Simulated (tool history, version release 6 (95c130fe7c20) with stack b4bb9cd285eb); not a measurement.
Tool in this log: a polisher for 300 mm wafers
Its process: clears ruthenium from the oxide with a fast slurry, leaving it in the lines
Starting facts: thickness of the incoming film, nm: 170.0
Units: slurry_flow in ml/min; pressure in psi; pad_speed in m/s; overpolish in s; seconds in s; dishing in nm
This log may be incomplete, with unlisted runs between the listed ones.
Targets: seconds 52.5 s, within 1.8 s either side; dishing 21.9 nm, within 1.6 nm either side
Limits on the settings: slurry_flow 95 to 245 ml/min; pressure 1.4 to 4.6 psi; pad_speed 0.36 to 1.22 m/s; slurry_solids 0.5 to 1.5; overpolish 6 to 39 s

run 1 hour=0 | slurry_flow=155 pressure=3 pad_speed=0.78 slurry_solids=1 overpolish=20 | seconds=44.359 dishing=53.697
run 2 hour=1 | slurry_flow=155 pressure=3 pad_speed=0.78 slurry_solids=1.15 overpolish=20 | seconds=39.948 dishing=59.147
run 3 hour=6.8 | slurry_flow=155 pressure=2.3 pad_speed=0.78 slurry_solids=1.15 overpolish=20 | seconds=47.944 dishing=49.173
run 4 hour=13.1 | slurry_flow=160 pressure=2.2 pad_speed=0.8 slurry_solids=1.15 overpolish=17 | seconds=47.957 dishing=43.165
run 5 hour=17.7 | slurry_flow=160 pressure=2.1 pad_speed=0.82 slurry_solids=1.15 overpolish=15 | seconds=48.237 dishing=39.682
run 6 hour=19.5 | slurry_flow=160 pressure=2 pad_speed=0.82 slurry_solids=1.15 overpolish=13 | seconds=49.585 dishing=33.573
run 7 hour=23 | slurry_flow=160 pressure=2 pad_speed=0.82 slurry_solids=1.15 overpolish=12 | seconds=49.275 dishing=29.712
run 8 hour=28.3 | slurry_flow=155 pressure=2 pad_speed=0.82 slurry_solids=1.15 overpolish=11 | seconds=50.366 dishing=27.377
run 9 hour=32.8 | slurry_flow=150 pressure=2 pad_speed=0.82 slurry_solids=1.15 overpolish=11 | seconds=50.332 dishing=27.892
run 10 hour=37.8 | slurry_flow=145 pressure=2 pad_speed=0.82 slurry_solids=1.15 overpolish=11 | seconds=49.961 dishing=26.766
run 11 hour=46.3 | slurry_flow=140 pressure=2 pad_speed=0.82 slurry_solids=1.15 overpolish=11 | seconds=50.988 dishing=27.057
run 12 hour=48.5 | slurry_flow=140 pressure=1.9 pad_speed=0.82 slurry_solids=1.15 overpolish=6 | seconds=52.659 dishing=14.831
run 13 hour=53.9 | slurry_flow=140 pressure=1.9 pad_speed=0.82 slurry_solids=1.15 overpolish=6 | seconds=53.023 dishing=15.256
run 14 hour=56.7 | slurry_flow=145 pressure=1.9 pad_speed=0.82 slurry_solids=1.15 overpolish=6 | seconds=52.338 dishing=15.191
run 15 hour=62.3 | slurry_flow=150 pressure=1.8 pad_speed=0.82 slurry_solids=1.15 overpolish=6 | seconds=53.181 dishing=14.366
run 16 hour=64.7 | slurry_flow=145 pressure=1.8 pad_speed=0.82 slurry_solids=1.15 overpolish=7 | seconds=53.858 dishing=16.743
run 17 hour=69.9 | slurry_flow=150 pressure=1.8 pad_speed=0.82 slurry_solids=1.15 overpolish=7 | seconds=54.01 dishing=17.188
run 18 hour=74 | slurry_flow=155 pressure=1.8 pad_speed=0.82 slurry_solids=1.15 overpolish=7 | seconds=52.752 dishing=17.281
-- hour=76 slurry blender recalibrated
run 19 hour=76 | slurry_flow=155 pressure=1.7 pad_speed=0.84 slurry_solids=1.15 overpolish=8 | seconds=47.957 dishing=21.9
run 20 hour=83.7 | slurry_flow=150 pressure=1.7 pad_speed=0.84 slurry_solids=1.15 overpolish=8 | seconds=47.147 dishing=21.733
run 21 hour=88.8 | slurry_flow=150 pressure=1.8 pad_speed=0.84 slurry_solids=1.15 overpolish=8 | seconds=45.073 dishing=22.595
run 22 hour=94.2 | slurry_flow=145 pressure=1.8 pad_speed=0.84 slurry_solids=1.15 overpolish=8 | seconds=46.774 dishing=21.965

4 next moves are on the table. One of them brings every result within its allowed miss. Which?
run A hour=99.6 | slurry_flow=185 pressure=2.1 pad_speed=0.64 slurry_solids=1.05 overpolish=11 | seconds=? dishing=?
run B hour=99.6 | slurry_flow=165 pressure=1.5 pad_speed=0.88 slurry_solids=1 overpolish=9 | seconds=? dishing=?
run C hour=99.6 | slurry_flow=140 pressure=1.8 pad_speed=0.86 slurry_solids=1.25 overpolish=7 | seconds=? dishing=?
run D hour=99.6 | slurry_flow=140 pressure=1.4 pad_speed=0.82 slurry_solids=1.05 overpolish=10 | seconds=? dishing=?

move=A seconds=55.688 dishing=25.571
move=B seconds=51.959 dishing=22.589
move=C seconds=44.142 dishing=20.772
move=D seconds=57.925 dishing=22.518
A: takes the biggest miss from the last run beyond its target
B: all results land within tolerance of their targets
C: its largest miss is bigger than the last run's
D: takes the biggest miss from the last run beyond its target
B meets every target.
